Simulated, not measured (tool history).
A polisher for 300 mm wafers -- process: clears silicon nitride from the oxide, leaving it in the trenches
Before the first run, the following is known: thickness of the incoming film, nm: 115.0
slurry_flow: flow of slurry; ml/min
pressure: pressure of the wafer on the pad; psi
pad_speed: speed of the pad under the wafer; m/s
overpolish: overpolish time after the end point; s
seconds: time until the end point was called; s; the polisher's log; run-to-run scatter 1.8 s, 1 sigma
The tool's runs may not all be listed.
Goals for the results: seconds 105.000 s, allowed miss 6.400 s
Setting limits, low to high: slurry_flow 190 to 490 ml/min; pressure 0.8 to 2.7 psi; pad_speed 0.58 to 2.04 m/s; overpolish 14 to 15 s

run 1 hour=0.0 | slurry_flow=315 pressure=1.7 pad_speed=1.30 overpolish=14 | seconds=155.120
run 2 hour=1.8 | slurry_flow=315 pressure=1.8 pad_speed=1.30 overpolish=14 | seconds=149.450
run 3 hour=9.6 | slurry_flow=315 pressure=2.0 pad_speed=1.30 overpolish=14 | seconds=130.570
run 4 hour=12.8 | slurry_flow=315 pressure=2.0 pad_speed=1.30 overpolish=14 | seconds=136.100
run 5 hour=14.8 | slurry_flow=270 pressure=2.0 pad_speed=1.30 overpolish=14 | seconds=137.910
run 6 hour=23.1 | slurry_flow=300 pressure=2.0 pad_speed=1.30 overpolish=14 | seconds=139.200
run 7 hour=27.2 | slurry_flow=300 pressure=2.1 pad_speed=1.32 overpolish=14 | seconds=127.390
run 8 hour=31.4 | slurry_flow=300 pressure=2.2 pad_speed=1.32 overpolish=14 | seconds=128.050
run 9 hour=40.1 | slurry_flow=300 pressure=2.3 pad_speed=1.34 overpolish=14 | seconds=119.530

Next run, 4 choices. One meets every target within its allowed miss, the rest don't. Which?
run A hour=48.8 | slurry_flow=300 pressure=2.5 pad_speed=1.72 overpolish=15 | seconds=?
run B hour=48.8 | slurry_flow=345 pressure=2.4 pad_speed=1.72 overpolish=15 | seconds=?
run C hour=48.8 | slurry_flow=315 pressure=2.3 pad_speed=1.54 overpolish=14 | seconds=?
run D hour=48.8 | slurry_flow=320 pressure=2.5 pad_speed=1.66 overpolish=14 | seconds=?

move=A seconds=94.118
move=B seconds=96.523
move=C seconds=108.840
move=D seconds=96.086
A: takes the result that was furthest off past its target
B: takes the result that was furthest off past its target
C: all results in spec
D: takes the result that was furthest off past its target
The right move is C.
